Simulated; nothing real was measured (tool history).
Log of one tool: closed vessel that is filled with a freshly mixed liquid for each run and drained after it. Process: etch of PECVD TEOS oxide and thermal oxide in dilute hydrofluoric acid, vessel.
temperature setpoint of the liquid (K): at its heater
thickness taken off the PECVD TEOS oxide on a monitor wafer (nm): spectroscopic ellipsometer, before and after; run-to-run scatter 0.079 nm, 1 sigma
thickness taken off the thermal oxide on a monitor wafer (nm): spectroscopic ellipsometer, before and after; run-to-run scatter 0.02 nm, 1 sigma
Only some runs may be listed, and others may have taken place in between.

run,day,temperature setpoint of the liquid (K),parts of water to one part of 49 % hydrofluoric acid (parts by volume),time in the liquid (s),thickness taken off the PECVD TEOS oxide on a monitor wafer (nm),thickness taken off the thermal oxide on a monitor wafer (nm)
1,0,296.15,110,60,12.49,2.4513
2,0.033,295.15,110,60,11.678,2.3335
3,0.208,294.65,110,60,11.591,2.295
4,0.383,294.65,85,60,15.291,2.9846
5,0.742,293.65,90,60,14.084,2.7235
6,0.904,293.65,90,75,17.361,3.4231
7,1.171,292.65,100,75,15.048,2.9432

What will run 8 give?
8,1.312,292.15,105,75,?,?

{"run 8": {"thickness taken off the PECVD TEOS oxide on a monitor wafer (nm)": 13.809, "thickness taken off the thermal oxide on a monitor wafer (nm)": 2.7407}}
